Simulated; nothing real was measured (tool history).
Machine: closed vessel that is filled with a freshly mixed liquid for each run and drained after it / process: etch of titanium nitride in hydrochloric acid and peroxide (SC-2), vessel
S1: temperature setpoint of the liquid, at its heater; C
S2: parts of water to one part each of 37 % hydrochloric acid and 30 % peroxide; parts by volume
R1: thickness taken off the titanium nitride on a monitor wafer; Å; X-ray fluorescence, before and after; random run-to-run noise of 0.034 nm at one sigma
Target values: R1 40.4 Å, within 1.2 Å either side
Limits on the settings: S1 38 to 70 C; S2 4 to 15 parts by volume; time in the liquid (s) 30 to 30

Run 1, hour 0: S1 54 C, S2 8.5 parts by volume, time in the liquid (s) 30. Result: R1 16.967 Å.
Run 2, hour 5.7: S1 54 C, S2 8.5 parts by volume, time in the liquid (s) 30. Result: R1 16.836 Å.
Run 3, hour 7.7: S1 54 C, S2 8.5 parts by volume, time in the liquid (s) 30. Result: R1 16.685 Å.
Run 4, hour 12.4: S1 54 C, S2 8.5 parts by volume, time in the liquid (s) 30. Result: R1 16.861 Å.
Run 5, hour 21.1: S1 56.5 C, S2 8.5 parts by volume, time in the liquid (s) 30. Result: R1 19.754 Å.
Run 6, hour 24.3: S1 51.5 C, S2 8.5 parts by volume, time in the liquid (s) 30. Result: R1 14.304 Å.
Run 7, hour 29.7: S1 54.5 C, S2 8.5 parts by volume, time in the liquid (s) 30. Result: R1 17.396 Å.
Run 8, hour 34.5: S1 57 C, S2 8.5 parts by volume, time in the liquid (s) 30. Result: R1 20.599 Å.
Run 9, hour 39.9: S1 65 C, S2 8.5 parts by volume, time in the liquid (s) 30. Result: R1 34.158 Å.
Run 10, hour 43.3: S1 65.5 C, S2 8.5 parts by volume, time in the liquid (s) 30. Result: R1 34.418 Å.
Run 11, hour 52.2: S1 66 C, S2 8.5 parts by volume, time in the liquid (s) 30. Result: R1 35.867 Å.

4 next moves are on the table. One of them brings every result within its allowed miss. Which?
Run A, hour 61.1: S1 61 C, S2 6.5 parts by volume, time in the liquid (s) 30. Result: R1 ?.
Run B, hour 61.1: S1 64.5 C, S2 9.5 parts by volume, time in the liquid (s) 30. Result: R1 ?.
Run C, hour 61.1: S1 65.5 C, S2 9 parts by volume, time in the liquid (s) 30. Result: R1 ?.
Run D, hour 61.1: S1 66.5 C, S2 7.5 parts by volume, time in the liquid (s) 30. Result: R1 ?.

move      R1
   A  32.526
   B  29.837
   C  33.152
   D  40.782
A: its largest miss is bigger than the last run's
B: its largest miss is bigger than the last run's
C: its largest miss is bigger than the last run's
D: each result inside its tolerance
Correct choice: D, which meets every target

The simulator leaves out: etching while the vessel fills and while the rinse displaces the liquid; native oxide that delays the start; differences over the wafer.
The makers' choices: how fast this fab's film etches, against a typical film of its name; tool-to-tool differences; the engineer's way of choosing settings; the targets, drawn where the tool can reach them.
